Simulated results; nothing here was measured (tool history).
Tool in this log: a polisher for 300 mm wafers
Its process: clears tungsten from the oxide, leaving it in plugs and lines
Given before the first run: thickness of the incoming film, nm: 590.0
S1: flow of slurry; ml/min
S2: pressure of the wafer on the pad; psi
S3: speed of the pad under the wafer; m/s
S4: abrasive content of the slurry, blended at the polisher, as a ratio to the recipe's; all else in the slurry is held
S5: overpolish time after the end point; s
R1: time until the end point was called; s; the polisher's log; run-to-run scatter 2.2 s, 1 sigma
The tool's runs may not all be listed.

Run 1, hour 0: S1 290 ml/min, S2 3.1 psi, S3 1.14 m/s, S4 1, S5 10 s. Result: R1 158.95 s.
Run 2, hour 3.1: S1 290 ml/min, S2 3.1 psi, S3 1.14 m/s, S4 0.9, S5 10 s. Result: R1 163.93 s.
Run 3, hour 10.3: S1 290 ml/min, S2 3.1 psi, S3 1.34 m/s, S4 0.9, S5 10 s. Result: R1 142.92 s.
Run 4, hour 11.4: S1 290 ml/min, S2 3.1 psi, S3 1.54 m/s, S4 0.9, S5 10 s. Result: R1 124.61 s.
Run 5, hour 20.4: S1 290 ml/min, S2 3.1 psi, S3 1.7 m/s, S4 0.9, S5 10 s. Result: R1 111.39 s.
Run 6, hour 22.3: S1 290 ml/min, S2 2.8 psi, S3 1.7 m/s, S4 0.9, S5 10 s. Result: R1 118.48 s.
Run 7, hour 23.7: S1 290 ml/min, S2 2.6 psi, S3 1.66 m/s, S4 0.9, S5 10 s. Result: R1 130.53 s.
Run 8, hour 29.9: S1 290 ml/min, S2 2.4 psi, S3 1.64 m/s, S4 0.9, S5 10 s. Result: R1 136.95 s.
Run 9, hour 39: S1 290 ml/min, S2 2.2 psi, S3 1.62 m/s, S4 0.9, S5 10 s. Result: R1 148.89 s.

Predict the results of run 10:
Run 10, hour 46.3: S1 290 ml/min, S2 2.1 psi, S3 1.62 m/s, S4 0.9, S5 10 s. Result: R1 ?.

{"run 10": {"R1": 151.33}}
